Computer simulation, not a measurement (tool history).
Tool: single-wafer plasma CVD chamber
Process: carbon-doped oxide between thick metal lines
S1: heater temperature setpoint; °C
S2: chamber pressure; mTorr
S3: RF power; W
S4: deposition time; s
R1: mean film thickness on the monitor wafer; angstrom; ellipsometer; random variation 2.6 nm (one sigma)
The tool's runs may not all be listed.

Run 1, hour 0: S1 365 °C, S2 4670 mTorr, S3 485 W, S4 221 s. Result: R1 11165 angstrom.
Run 2, hour 8.5: S1 366 °C, S2 4490 mTorr, S3 460 W, S4 221 s. Result: R1 10609 angstrom.
Run 3, hour 12.6: S1 366 °C, S2 4490 mTorr, S3 460 W, S4 229 s. Result: R1 10976 angstrom.
Run 4, hour 15: S1 366 °C, S2 3970 mTorr, S3 460 W, S4 229 s. Result: R1 10727 angstrom.
Run 5, hour 16.6: S1 367 °C, S2 3770 mTorr, S3 450 W, S4 229 s. Result: R1 10439 angstrom.
Run 6, hour 23.6: S1 368 °C, S2 3600 mTorr, S3 440 W, S4 229 s. Result: R1 10201 angstrom.
Run 7, hour 30.4: S1 368 °C, S2 3460 mTorr, S3 430 W, S4 229 s. Result: R1 9949.8 angstrom.
Run 8, hour 32: S1 368 °C, S2 3330 mTorr, S3 425 W, S4 229 s. Result: R1 9841.5 angstrom.

Forecast run 9:
Run 9, hour 37.2: S1 368 °C, S2 3220 mTorr, S3 420 W, S4 229 s. Result: R1 ?.

Run 9 gave R1 9664.5 angstrom.
